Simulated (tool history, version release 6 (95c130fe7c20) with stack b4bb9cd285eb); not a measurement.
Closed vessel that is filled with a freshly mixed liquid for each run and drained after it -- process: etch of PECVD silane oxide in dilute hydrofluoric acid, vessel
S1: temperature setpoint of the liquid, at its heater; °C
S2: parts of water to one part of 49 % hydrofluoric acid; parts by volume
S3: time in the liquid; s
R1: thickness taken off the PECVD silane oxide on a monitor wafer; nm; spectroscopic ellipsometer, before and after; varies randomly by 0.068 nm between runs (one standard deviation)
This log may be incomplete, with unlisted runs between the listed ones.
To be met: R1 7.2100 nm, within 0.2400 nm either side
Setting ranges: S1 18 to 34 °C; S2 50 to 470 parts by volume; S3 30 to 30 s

run,hour,S1,S2,S3,R1
1,0.0,26,260,30,4.4578
2,5.2,26,260,30,4.4013
3,7.5,27,250,30,4.7686
4,11.1,27,250,30,4.7194
5,15.8,27,250,30,4.8148
6,19.4,27,340,30,3.2341
7,22.4,27,340,30,3.2350
8,23.7,31,235,30,5.8067
9,31.5,34,195,30,8.3467

Which of these 4 next moves meets every target?
A,39.3,34,165,30,?
B,39.3,32,220,30,?
C,39.3,34,180,30,?
D,39.3,34,220,30,?

move,R1
A,10.1420
B,6.6131
C,9.1054
D,7.0626
A: its largest miss is bigger than the last run's
B: moves the result that the last run missed by most past its target, out the other side
C: its largest miss is bigger than the last run's
D: each result inside its tolerance
Go with D: it meets all targets.
